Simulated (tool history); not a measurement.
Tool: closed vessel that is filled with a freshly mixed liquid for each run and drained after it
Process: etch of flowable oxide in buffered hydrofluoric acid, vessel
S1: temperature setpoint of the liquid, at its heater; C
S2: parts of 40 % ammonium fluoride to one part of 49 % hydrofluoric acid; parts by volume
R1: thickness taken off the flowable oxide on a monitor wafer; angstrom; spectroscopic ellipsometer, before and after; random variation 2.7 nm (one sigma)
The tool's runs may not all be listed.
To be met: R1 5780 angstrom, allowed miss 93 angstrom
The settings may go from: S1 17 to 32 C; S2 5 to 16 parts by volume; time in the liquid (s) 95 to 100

{"run": 1, "hour": 0.0, "S1": 25, "S2": 9.5, "time in the liquid (s)": 95, "R1": 3482.2}
{"run": 2, "hour": 4.2, "S1": 27.5, "S2": 9, "time in the liquid (s)": 95, "R1": 4107.9}
{"run": 3, "hour": 7.5, "S1": 29, "S2": 8.5, "time in the liquid (s)": 95, "R1": 4740.5}
{"run": 4, "hour": 16.2, "S1": 29, "S2": 9.5, "time in the liquid (s)": 95, "R1": 4288.2}
{"run": 5, "hour": 20.7, "S1": 29, "S2": 9.5, "time in the liquid (s)": 95, "R1": 4334.2}
{"hour": 23.6, "done": "thermometer replaced"}
{"run": 6, "hour": 23.6, "S1": 29, "S2": 9.5, "time in the liquid (s)": 100, "R1": 4247}
{"run": 7, "hour": 29.0, "S1": 30, "S2": 9, "time in the liquid (s)": 100, "R1": 4633.7}
{"run": 8, "hour": 34.2, "S1": 30.5, "S2": 8.5, "time in the liquid (s)": 100, "R1": 5071.7}
{"run": 9, "hour": 36.2, "S1": 31, "S2": 8, "time in the liquid (s)": 100, "R1": 5532.9}

4 next moves are on the table. One of them brings every result within its allowed miss. Which?
{"run": "A", "hour": 38.2, "S1": 31.5, "S2": 7.5, "time in the liquid (s)": 95, "R1": "?"}
{"run": "B", "hour": 38.2, "S1": 29.5, "S2": 7, "time in the liquid (s)": 95, "R1": "?"}
{"run": "C", "hour": 38.2, "S1": 31.5, "S2": 8, "time in the liquid (s)": 95, "R1": "?"}
{"run": "D", "hour": 38.2, "S1": 30, "S2": 7.5, "time in the liquid (s)": 100, "R1": "?"}

move=A R1=5800.9
move=B R1=5629.3
move=C R1=5410.4
move=D R1=5647.1
A: meets every target
B: nearer than the last run, and not there yet
C: further off than the last run
D: nearer than the last run, and not there yet
Move A is the one to make.

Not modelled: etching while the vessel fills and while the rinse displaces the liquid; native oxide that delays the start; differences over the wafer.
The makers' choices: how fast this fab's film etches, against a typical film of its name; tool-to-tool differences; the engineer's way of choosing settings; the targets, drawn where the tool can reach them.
